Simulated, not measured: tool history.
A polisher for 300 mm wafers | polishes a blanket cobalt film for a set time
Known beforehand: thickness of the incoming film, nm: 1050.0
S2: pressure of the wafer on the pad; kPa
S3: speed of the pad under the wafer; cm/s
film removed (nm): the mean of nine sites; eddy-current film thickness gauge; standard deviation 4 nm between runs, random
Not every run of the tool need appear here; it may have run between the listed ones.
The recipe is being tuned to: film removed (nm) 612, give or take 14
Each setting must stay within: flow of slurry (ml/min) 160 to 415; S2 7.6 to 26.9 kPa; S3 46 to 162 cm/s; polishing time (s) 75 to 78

{"run": 1, "hour": 0.0, "flow of slurry (ml/min)": 265, "S2": 17.2, "S3": 104, "polishing time (s)": 75, "film removed (nm)": 493.46}
{"run": 2, "hour": 2.8, "flow of slurry (ml/min)": 270, "S2": 17.9, "S3": 104, "polishing time (s)": 75, "film removed (nm)": 515.84}
{"run": 3, "hour": 7.2, "flow of slurry (ml/min)": 270, "S2": 17.9, "S3": 104, "polishing time (s)": 78, "film removed (nm)": 538.36}
{"run": 4, "hour": 8.7, "flow of slurry (ml/min)": 270, "S2": 17.9, "S3": 104, "polishing time (s)": 75, "film removed (nm)": 518.48}
{"run": 5, "hour": 10.0, "flow of slurry (ml/min)": 270, "S2": 17.9, "S3": 82, "polishing time (s)": 75, "film removed (nm)": 411.6}
{"run": 6, "hour": 18.6, "flow of slurry (ml/min)": 225, "S2": 17.9, "S3": 82, "polishing time (s)": 75, "film removed (nm)": 402.51}
{"run": 7, "hour": 19.4, "flow of slurry (ml/min)": 240, "S2": 19.3, "S3": 82, "polishing time (s)": 75, "film removed (nm)": 434.27}
{"run": 8, "hour": 27.2, "flow of slurry (ml/min)": 240, "S2": 19.3, "S3": 82, "polishing time (s)": 75, "film removed (nm)": 436.3}
{"run": 9, "hour": 34.5, "flow of slurry (ml/min)": 255, "S2": 20.7, "S3": 82, "polishing time (s)": 75, "film removed (nm)": 473.45}
{"run": 10, "hour": 41.2, "flow of slurry (ml/min)": 265, "S2": 21.4, "S3": 82, "polishing time (s)": 75, "film removed (nm)": 490.2}
{"run": 11, "hour": 44.4, "flow of slurry (ml/min)": 270, "S2": 22.1, "S3": 82, "polishing time (s)": 75, "film removed (nm)": 503.96}
{"run": 12, "hour": 51.7, "flow of slurry (ml/min)": 275, "S2": 22.8, "S3": 82, "polishing time (s)": 75, "film removed (nm)": 524.49}
{"run": 13, "hour": 60.7, "flow of slurry (ml/min)": 280, "S2": 23.4, "S3": 82, "polishing time (s)": 75, "film removed (nm)": 534.46}
{"run": 14, "hour": 62.9, "flow of slurry (ml/min)": 280, "S2": 24.1, "S3": 82, "polishing time (s)": 75, "film removed (nm)": 553.62}

Exercise: of the 5 proposed moves below, exactly one satisfies all targets within the stated allowed misses. Which move is it?
{"run": "A", "hour": 65.1, "flow of slurry (ml/min)": 255, "S2": 26.2, "S3": 86, "polishing time (s)": 78, "film removed (nm)": "?"}
{"run": "B", "hour": 65.1, "flow of slurry (ml/min)": 245, "S2": 19.3, "S3": 96, "polishing time (s)": 78, "film removed (nm)": "?"}
{"run": "C", "hour": 65.1, "flow of slurry (ml/min)": 245, "S2": 24.1, "S3": 88, "polishing time (s)": 78, "film removed (nm)": "?"}
{"run": "D", "hour": 65.1, "flow of slurry (ml/min)": 395, "S2": 24.1, "S3": 96, "polishing time (s)": 75, "film removed (nm)": "?"}
{"run": "E", "hour": 65.1, "flow of slurry (ml/min)": 295, "S2": 24.8, "S3": 80, "polishing time (s)": 78, "film removed (nm)": "?"}

move=A film_removed_(nm)=649.53
move=B film_removed_(nm)=533.51
move=C film_removed_(nm)=609.82
move=D film_removed_(nm)=666.84
move=E film_removed_(nm)=583.57
A: moves the result that the last run missed by most past its target, out the other side
B: further off than the last run
C: every result lands within tolerance
D: moves the result that the last run missed by most past its target, out the other side
E: moves toward the targets from the last run without getting all of them in spec
Move C is the one to make.

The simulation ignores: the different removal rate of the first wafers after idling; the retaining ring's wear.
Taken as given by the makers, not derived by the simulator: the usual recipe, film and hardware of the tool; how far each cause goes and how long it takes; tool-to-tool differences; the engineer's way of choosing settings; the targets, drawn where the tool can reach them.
